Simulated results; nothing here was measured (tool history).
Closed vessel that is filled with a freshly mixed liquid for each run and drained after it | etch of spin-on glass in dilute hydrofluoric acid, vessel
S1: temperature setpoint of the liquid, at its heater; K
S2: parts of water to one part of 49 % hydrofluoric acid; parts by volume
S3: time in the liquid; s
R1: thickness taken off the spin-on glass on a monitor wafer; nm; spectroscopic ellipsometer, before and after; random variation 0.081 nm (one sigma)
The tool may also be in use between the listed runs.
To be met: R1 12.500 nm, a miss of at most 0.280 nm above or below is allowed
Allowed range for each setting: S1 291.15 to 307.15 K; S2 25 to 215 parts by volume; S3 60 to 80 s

run,hour,S1,S2,S3,R1
1,0.0,299.15,120,80,19.285
2,0.6,299.15,80,80,30.762
3,2.7,299.15,55,80,45.905
4,8.2,296.65,80,80,27.399
5,14.6,296.65,120,80,17.648
6,18.8,296.65,120,80,17.816
7,21.1,295.15,125,80,15.588
8,23.8,294.15,125,80,15.371
9,32.0,293.15,130,80,14.187
10,35.6,292.65,130,80,13.645
11,38.8,292.15,130,80,13.285
12,46.8,291.65,130,80,13.065
13,53.1,291.15,130,80,12.802
14,54.5,291.15,130,75,12.065

Exercise: of the 5 proposed moves below, exactly one satisfies all targets within the stated allowed misses. Which move is it?
A,55.9,291.15,140,80,?
B,55.9,291.15,125,70,?
C,55.9,291.15,125,75,?
D,55.9,291.65,140,75,?
E,55.9,291.15,110,60,?

move,R1
A,11.731
B,11.683
C,12.517
D,11.223
E,11.567
A: misses by more than the last run did
B: misses by more than the last run did
C: all results in spec
D: misses by more than the last run did
E: misses by more than the last run did
The right move is C.
